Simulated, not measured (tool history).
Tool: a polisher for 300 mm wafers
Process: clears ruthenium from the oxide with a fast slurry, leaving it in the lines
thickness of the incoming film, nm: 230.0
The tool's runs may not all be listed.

run,hour,flow of slurry (ml/min),pressure of the wafer on the pad (psi),speed of the pad under the wafer (cm/s),abrasive content of the slurry,overpolish time after the end point (s),time until the end point was called (s),dishing of a wide line in a test structure (nm)
1,0,145,3.5,98,1,25,38.112,106.09
2,5.8,145,3.5,86,1,25,43.194,90.932
3,9.4,145,3.5,86,1.1,25,40.38,97.76
4,11.1,145,3.5,98,1.1,25,35.802,107.45
5,13.1,145,3.8,98,1.1,25,34.205,114.98
6,18.9,145,3.8,98,1,25,35.27,111
7,20.7,145,3.8,98,1,25,36.096,108.56
8,21.6,150,4.8,102,1,26,27.241,131
9,22.7,150,4.9,102,1,26,28.01,128.48
10,25.6,150,5,104,1,26,26.982,139.86

Run 11 comes next. What will it give?
11,31.3,150,5.1,106,1,26,?,?

Run 11 gave time until the end point was called (s) 25.524, dishing of a wide line in a test structure (nm) 143.79.

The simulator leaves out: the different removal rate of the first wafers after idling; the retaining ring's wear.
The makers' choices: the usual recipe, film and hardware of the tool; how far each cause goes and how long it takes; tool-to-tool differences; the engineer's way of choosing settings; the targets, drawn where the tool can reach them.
